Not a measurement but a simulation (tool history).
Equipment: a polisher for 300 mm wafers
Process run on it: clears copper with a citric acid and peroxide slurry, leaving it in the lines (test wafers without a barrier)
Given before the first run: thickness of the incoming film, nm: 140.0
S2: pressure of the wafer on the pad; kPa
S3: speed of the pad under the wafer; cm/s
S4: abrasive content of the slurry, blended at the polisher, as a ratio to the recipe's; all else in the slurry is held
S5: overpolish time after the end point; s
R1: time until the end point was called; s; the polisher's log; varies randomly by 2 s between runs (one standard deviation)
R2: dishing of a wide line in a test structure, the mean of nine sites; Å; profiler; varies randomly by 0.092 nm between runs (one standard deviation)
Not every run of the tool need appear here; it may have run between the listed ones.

{"run": 1, "hour": 0.0, "flow of slurry (ml/min)": 190, "S2": 16.5, "S3": 104, "S4": 1.0, "S5": 11, "R1": 87.631, "R2": 134.54}
{"run": 2, "hour": 4.9, "flow of slurry (ml/min)": 190, "S2": 13.1, "S3": 104, "S4": 1.0, "S5": 11, "R1": 111.66, "R2": 102.12}
{"run": 3, "hour": 10.6, "flow of slurry (ml/min)": 190, "S2": 13.1, "S3": 126, "S4": 1.0, "S5": 11, "R1": 91.72, "R2": 121.19}
{"run": 4, "hour": 13.0, "flow of slurry (ml/min)": 190, "S2": 13.1, "S3": 126, "S4": 1.0, "S5": 8, "R1": 90.693, "R2": 94.134}
{"run": 5, "hour": 15.5, "flow of slurry (ml/min)": 190, "S2": 11.7, "S3": 126, "S4": 1.0, "S5": 6, "R1": 101.99, "R2": 61.255}
{"run": 6, "hour": 21.2, "flow of slurry (ml/min)": 190, "S2": 11.0, "S3": 126, "S4": 1.0, "S5": 6, "R1": 105.57, "R2": 58.576}
{"run": 7, "hour": 23.9, "flow of slurry (ml/min)": 190, "S2": 10.3, "S3": 126, "S4": 1.0, "S5": 6, "R1": 114.45, "R2": 56.088}

Run 8, settings as shown, results not yet in. Your forecast:
{"run": 8, "hour": 29.3, "flow of slurry (ml/min)": 190, "S2": 10.3, "S3": 124, "S4": 1.0, "S5": 4, "R1": "?", "R2": "?"}

R1: 116.560 s
R2: 36.806 Å

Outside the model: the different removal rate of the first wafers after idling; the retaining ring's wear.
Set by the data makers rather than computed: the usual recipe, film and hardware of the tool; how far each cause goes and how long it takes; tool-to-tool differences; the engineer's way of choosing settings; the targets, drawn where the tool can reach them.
